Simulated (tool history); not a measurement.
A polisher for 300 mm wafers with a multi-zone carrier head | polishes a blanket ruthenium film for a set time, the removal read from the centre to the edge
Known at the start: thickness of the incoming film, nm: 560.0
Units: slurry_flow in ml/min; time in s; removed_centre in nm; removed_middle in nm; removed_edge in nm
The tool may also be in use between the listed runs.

Run 1, hour 0.0: slurry_flow 240 ml/min, centre_zone 1.00, middle_zone 1.00, edge_zone 1.00, time 33 s. Result: removed_centre 63.924 nm, removed_middle 64.032 nm, removed_edge 64.760 nm.
Run 2, hour 2.0: slurry_flow 240 ml/min, centre_zone 1.00, middle_zone 1.00, edge_zone 0.96, time 33 s. Result: removed_centre 64.460 nm, removed_middle 63.079 nm, removed_edge 63.530 nm.
Run 3, hour 6.7: slurry_flow 240 ml/min, centre_zone 1.00, middle_zone 1.01, edge_zone 0.95, time 31 s. Result: removed_centre 61.425 nm, removed_middle 60.755 nm, removed_edge 60.568 nm.
Run 4, hour 15.0: slurry_flow 240 ml/min, centre_zone 1.00, middle_zone 1.02, edge_zone 0.94, time 29 s. Result: removed_centre 56.113 nm, removed_middle 57.448 nm, removed_edge 55.744 nm.
Run 5, hour 22.4: slurry_flow 180 ml/min, centre_zone 1.00, middle_zone 1.02, edge_zone 0.94, time 29 s. Result: removed_centre 54.641 nm, removed_middle 55.442 nm, removed_edge 53.972 nm.
Run 6, hour 27.8: slurry_flow 175 ml/min, centre_zone 1.00, middle_zone 1.02, edge_zone 0.93, time 28 s. Result: removed_centre 51.520 nm, removed_middle 53.793 nm, removed_edge 52.017 nm.
Run 7, hour 30.9: slurry_flow 215 ml/min, centre_zone 1.04, middle_zone 1.04, edge_zone 0.85, time 19 s. Result: removed_centre 37.884 nm, removed_middle 37.715 nm, removed_edge 35.148 nm.
Run 8, hour 34.1: slurry_flow 220 ml/min, centre_zone 1.04, middle_zone 1.05, edge_zone 0.87, time 19 s. Result: removed_centre 38.349 nm, removed_middle 38.308 nm, removed_edge 35.686 nm.
Run 9, hour 41.2: slurry_flow 275 ml/min, centre_zone 1.05, middle_zone 1.15, edge_zone 0.97, time 21 s. Result: removed_centre 43.481 nm, removed_middle 46.757 nm, removed_edge 40.982 nm.

Run 10 comes next. What will it give?
Run 10, hour 46.4: slurry_flow 275 ml/min, centre_zone 1.05, middle_zone 1.14, edge_zone 0.97, time 21 s. Result: removed_centre ?, removed_middle ?, removed_edge ?.

removed_centre: 43.366 nm
removed_middle: 47.088 nm
removed_edge: 41.818 nm

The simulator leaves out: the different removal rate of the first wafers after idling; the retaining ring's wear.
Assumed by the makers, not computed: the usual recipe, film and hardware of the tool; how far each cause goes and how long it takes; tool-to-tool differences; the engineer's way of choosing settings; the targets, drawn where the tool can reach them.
